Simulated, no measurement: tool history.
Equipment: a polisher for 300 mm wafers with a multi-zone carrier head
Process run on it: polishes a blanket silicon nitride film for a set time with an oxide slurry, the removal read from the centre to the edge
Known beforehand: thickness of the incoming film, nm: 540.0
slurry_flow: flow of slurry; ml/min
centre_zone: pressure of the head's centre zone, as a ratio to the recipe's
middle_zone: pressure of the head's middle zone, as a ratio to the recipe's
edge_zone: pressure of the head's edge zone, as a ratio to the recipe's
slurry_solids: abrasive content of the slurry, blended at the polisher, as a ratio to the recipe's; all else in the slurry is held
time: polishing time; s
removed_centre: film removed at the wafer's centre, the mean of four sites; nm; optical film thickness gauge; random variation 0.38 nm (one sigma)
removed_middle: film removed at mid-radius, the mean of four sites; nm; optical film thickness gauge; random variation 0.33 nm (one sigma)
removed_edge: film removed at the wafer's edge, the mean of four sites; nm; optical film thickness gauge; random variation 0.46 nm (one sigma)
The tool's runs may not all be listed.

Run 1, hour 0: slurry_flow 205 ml/min, centre_zone 1, middle_zone 1, edge_zone 1, slurry_solids 1, time 73 s. Result: removed_centre 63.132 nm, removed_middle 61.459 nm, removed_edge 62.041 nm.
Run 2, hour 0.6: slurry_flow 205 ml/min, centre_zone 1, middle_zone 0.97, edge_zone 1, slurry_solids 1, time 73 s. Result: removed_centre 62.866 nm, removed_middle 60.947 nm, removed_edge 62.371 nm.
Run 3, hour 4.1: slurry_flow 205 ml/min, centre_zone 1, middle_zone 0.97, edge_zone 0.94, slurry_solids 1, time 73 s. Result: removed_centre 62.379 nm, removed_middle 60.759 nm, removed_edge 60.873 nm.
Run 4, hour 8.8: slurry_flow 205 ml/min, centre_zone 1, middle_zone 0.97, edge_zone 0.94, slurry_solids 0.8, time 73 s. Result: removed_centre 52.766 nm, removed_middle 50.588 nm, removed_edge 51.959 nm.
Run 5, hour 12.4: slurry_flow 205 ml/min, centre_zone 1, middle_zone 0.97, edge_zone 0.94, slurry_solids 0.65, time 73 s. Result: removed_centre 42.681 nm, removed_middle 41.153 nm, removed_edge 40.784 nm.
Run 6, hour 13.2: slurry_flow 200 ml/min, centre_zone 1, middle_zone 0.94, edge_zone 0.95, slurry_solids 0.6, time 73 s. Result: removed_centre 38.028 nm, removed_middle 36.234 nm, removed_edge 36.596 nm.

What will run 7 give?
Run 7, hour 14.1: slurry_flow 185 ml/min, centre_zone 1, middle_zone 0.91, edge_zone 0.96, slurry_solids 0.65, time 73 s. Result: removed_centre ?, removed_middle ?, removed_edge ?.

Run 7 came out at removed_centre 42.273 nm, removed_middle 38.855 nm, removed_edge 41.464 nm.
